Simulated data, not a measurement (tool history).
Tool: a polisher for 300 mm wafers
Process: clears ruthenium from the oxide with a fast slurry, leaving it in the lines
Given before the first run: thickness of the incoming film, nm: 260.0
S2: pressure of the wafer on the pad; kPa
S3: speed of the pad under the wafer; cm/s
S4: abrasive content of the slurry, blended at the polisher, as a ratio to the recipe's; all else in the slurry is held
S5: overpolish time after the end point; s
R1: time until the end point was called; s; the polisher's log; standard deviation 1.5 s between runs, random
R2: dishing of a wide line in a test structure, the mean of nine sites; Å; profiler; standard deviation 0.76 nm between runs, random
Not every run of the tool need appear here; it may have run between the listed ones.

Run 1, hour 0: flow of slurry (ml/min) 125, S2 22.1 kPa, S3 124 cm/s, S4 1, S5 14 s. Result: R1 52.032 s, R2 511.73 Å.
Run 2, hour 6: flow of slurry (ml/min) 125, S2 22.1 kPa, S3 124 cm/s, S4 1, S5 19 s. Result: R1 51.541 s, R2 620.75 Å.
Run 3, hour 11.7: flow of slurry (ml/min) 125, S2 21.4 kPa, S3 124 cm/s, S4 1, S5 19 s. Result: R1 55.562 s, R2 625.45 Å.
Run 4, hour 12.6: flow of slurry (ml/min) 95, S2 21.4 kPa, S3 124 cm/s, S4 1, S5 19 s. Result: R1 57.819 s, R2 606.6 Å.
Run 5, hour 16.2: flow of slurry (ml/min) 95, S2 21.4 kPa, S3 156 cm/s, S4 1, S5 19 s. Result: R1 46.332 s, R2 722.59 Å.
Run 6, hour 21.6: flow of slurry (ml/min) 95, S2 16.5 kPa, S3 156 cm/s, S4 1, S5 19 s. Result: R1 61.535 s, R2 595.72 Å.
Run 7, hour 22.6: flow of slurry (ml/min) 95, S2 15.9 kPa, S3 156 cm/s, S4 1, S5 19 s. Result: R1 65.435 s, R2 566.71 Å.
Run 8, hour 27.1: flow of slurry (ml/min) 100, S2 11 kPa, S3 154 cm/s, S4 1, S5 16 s. Result: R1 88.829 s, R2 370.79 Å.

The next listed run, before its measurement:
Run 9, hour 27.8: flow of slurry (ml/min) 105, S2 13.1 kPa, S3 154 cm/s, S4 1, S5 16 s. Result: R1 ?, R2 ?.

R1: 72.524 s
R2: 443.52 Å

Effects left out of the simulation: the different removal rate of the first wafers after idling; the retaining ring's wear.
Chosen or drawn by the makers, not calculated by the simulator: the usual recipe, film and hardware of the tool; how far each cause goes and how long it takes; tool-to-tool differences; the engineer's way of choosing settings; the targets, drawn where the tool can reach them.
